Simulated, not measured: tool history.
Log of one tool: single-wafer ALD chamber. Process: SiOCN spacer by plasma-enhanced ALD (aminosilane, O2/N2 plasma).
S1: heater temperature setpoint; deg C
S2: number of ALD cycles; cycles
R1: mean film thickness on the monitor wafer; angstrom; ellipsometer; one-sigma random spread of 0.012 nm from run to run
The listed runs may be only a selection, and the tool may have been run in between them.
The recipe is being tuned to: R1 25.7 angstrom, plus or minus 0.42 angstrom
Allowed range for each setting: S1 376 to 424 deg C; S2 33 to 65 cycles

run 1 hour=0 | S1=400 S2=49 | R1=30.93
run 2 hour=4.3 | S1=401 S2=48 | R1=30.031
run 3 hour=11.9 | S1=402 S2=47 | R1=29.294
run 4 hour=15.7 | S1=403 S2=46 | R1=28.211
run 5 hour=24.2 | S1=405 S2=46 | R1=28.145
run 6 hour=25.6 | S1=396 S2=46 | R1=28.963
-- hour=32 thermocouple changed; heater temperature recalibrated
run 7 hour=32 | S1=398 S2=46 | R1=29.019
run 8 hour=34.7 | S1=401 S2=46 | R1=28.987
run 9 hour=41.6 | S1=403 S2=45 | R1=27.947

4 next moves are on the table. One of them brings every result within its allowed miss. Which?
run A hour=48.5 | S1=410 S2=44 | R1=?
run B hour=48.5 | S1=402 S2=40 | R1=?
run C hour=48.5 | S1=406 S2=40 | R1=?
run D hour=48.5 | S1=399 S2=41 | R1=?

move=A R1=26.957
move=B R1=25.201
move=C R1=24.853
move=D R1=26.008
A: closes in on the targets versus the last run, not all within tolerance yet
B: moves the result that the last run missed by most past its target, out the other side
C: moves the result that the last run missed by most past its target, out the other side
D: every result lands within tolerance
The move that meets every target is D.
